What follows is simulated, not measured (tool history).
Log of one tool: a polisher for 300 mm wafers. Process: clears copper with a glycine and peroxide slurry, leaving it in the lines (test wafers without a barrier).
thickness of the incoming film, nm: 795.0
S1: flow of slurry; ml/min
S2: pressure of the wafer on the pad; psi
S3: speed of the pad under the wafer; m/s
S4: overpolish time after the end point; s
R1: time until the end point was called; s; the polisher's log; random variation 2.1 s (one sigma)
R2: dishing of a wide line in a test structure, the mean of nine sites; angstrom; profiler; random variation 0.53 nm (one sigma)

run 1 hour=0.0 | S1=125 S2=2.5 S3=1.00 S4=21 | R1=155.89 R2=342.74
run 2 hour=4.5 | S1=125 S2=2.5 S3=1.00 S4=26 | R1=155.78 R2=351.54
run 3 hour=13.2 | S1=125 S2=2.7 S3=1.02 S4=26 | R1=150.76 R2=364.38
run 4 hour=17.9 | S1=125 S2=2.7 S3=1.02 S4=34 | R1=147.12 R2=378.62
run 5 hour=25.0 | S1=125 S2=2.7 S3=1.02 S4=38 | R1=152.66 R2=379.00
run 6 hour=31.4 | S1=145 S2=2.7 S3=1.02 S4=38 | R1=148.02 R2=379.05
run 7 hour=37.2 | S1=150 S2=2.8 S3=1.04 S4=36 | R1=136.82 R2=378.74

Run 8 comes next. What will it give?
run 8 hour=42.9 | S1=155 S2=2.9 S3=1.04 S4=35 | R1=? R2=?

{"run 8": {"R1": 134.7, "R2": 378.01}}
